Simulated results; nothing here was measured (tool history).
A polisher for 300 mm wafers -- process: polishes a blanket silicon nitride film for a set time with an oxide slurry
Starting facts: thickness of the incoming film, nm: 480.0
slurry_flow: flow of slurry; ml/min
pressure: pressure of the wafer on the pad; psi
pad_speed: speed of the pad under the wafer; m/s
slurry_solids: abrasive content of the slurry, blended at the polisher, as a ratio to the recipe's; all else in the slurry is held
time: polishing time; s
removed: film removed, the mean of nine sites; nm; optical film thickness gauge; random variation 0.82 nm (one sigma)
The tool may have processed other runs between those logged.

run,hour,slurry_flow,pressure,pad_speed,slurry_solids,time,removed
1,0.0,160,4.8,1.04,1.0,114,84.709
2,5.5,160,4.8,1.04,1.2,114,89.266
3,10.0,170,5.2,1.04,1.2,114,95.804
4,11.0,200,5.2,1.04,1.2,114,97.645
5,15.0,200,5.2,1.04,1.0,114,92.118
6,16.7,200,5.7,1.04,1.0,114,99.331
7,18.5,200,6.1,1.04,1.0,114,104.310
8,20.8,200,6.5,1.04,1.0,114,108.570
9,21.4,205,6.8,1.04,1.0,114,113.270
10,28.2,205,6.8,1.04,1.0,114,114.230

Run 11 has not been measured yet. What should we expect?
11,29.3,205,7.0,1.04,1.0,114,?

Run 11 measured removed 117.230 nm.
